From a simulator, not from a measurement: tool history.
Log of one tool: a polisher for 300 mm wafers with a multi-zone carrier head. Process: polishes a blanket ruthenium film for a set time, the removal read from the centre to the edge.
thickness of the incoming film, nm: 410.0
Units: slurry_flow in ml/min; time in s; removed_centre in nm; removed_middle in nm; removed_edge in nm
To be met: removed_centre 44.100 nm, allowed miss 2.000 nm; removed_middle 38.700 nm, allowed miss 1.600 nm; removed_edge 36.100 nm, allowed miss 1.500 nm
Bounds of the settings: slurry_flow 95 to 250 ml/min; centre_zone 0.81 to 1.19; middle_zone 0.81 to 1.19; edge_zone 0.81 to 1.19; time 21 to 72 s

run	hour	slurry_flow	centre_zone	middle_zone	edge_zone	time	removed_centre	removed_middle	removed_edge
1	0.0	160	1.00	1.00	1.00	46	48.853	48.456	46.140
2	1.7	160	1.00	0.94	1.00	46	48.447	47.032	46.435
3	3.4	160	1.08	0.94	1.00	46	51.282	46.144	45.768
4	8.4	160	1.08	0.94	1.00	35	39.011	34.237	35.676
5	17.2	180	1.08	0.94	1.00	35	40.013	35.906	36.143
6	18.2	185	1.09	0.95	1.00	35	40.633	36.626	36.479
7	22.3	190	1.10	0.95	0.99	35	41.051	36.271	36.081
8	27.7	195	1.11	0.96	0.99	35	41.676	36.034	36.319
9	30.5	200	1.11	0.97	0.98	35	42.303	36.713	35.581

5 next moves are on the table. One of them brings every result within its allowed miss. Which?
A	33.3	190	1.07	0.91	1.01	35	?	?	?
B	33.3	215	1.11	0.98	0.91	36	?	?	?
C	33.3	190	1.07	0.97	1.05	35	?	?	?
D	33.3	185	1.13	0.89	1.05	37	?	?	?
E	33.3	190	1.09	0.89	0.98	35	?	?	?

move	removed_centre	removed_middle	removed_edge
A	39.882	34.543	36.167
B	43.327	38.188	35.783
C	39.897	36.272	36.835
D	44.362	35.769	38.878
E	40.628	33.964	35.654
A: further off than the last run
B: meets every target
C: further off than the last run
D: further off than the last run
E: further off than the last run
The right move is B.

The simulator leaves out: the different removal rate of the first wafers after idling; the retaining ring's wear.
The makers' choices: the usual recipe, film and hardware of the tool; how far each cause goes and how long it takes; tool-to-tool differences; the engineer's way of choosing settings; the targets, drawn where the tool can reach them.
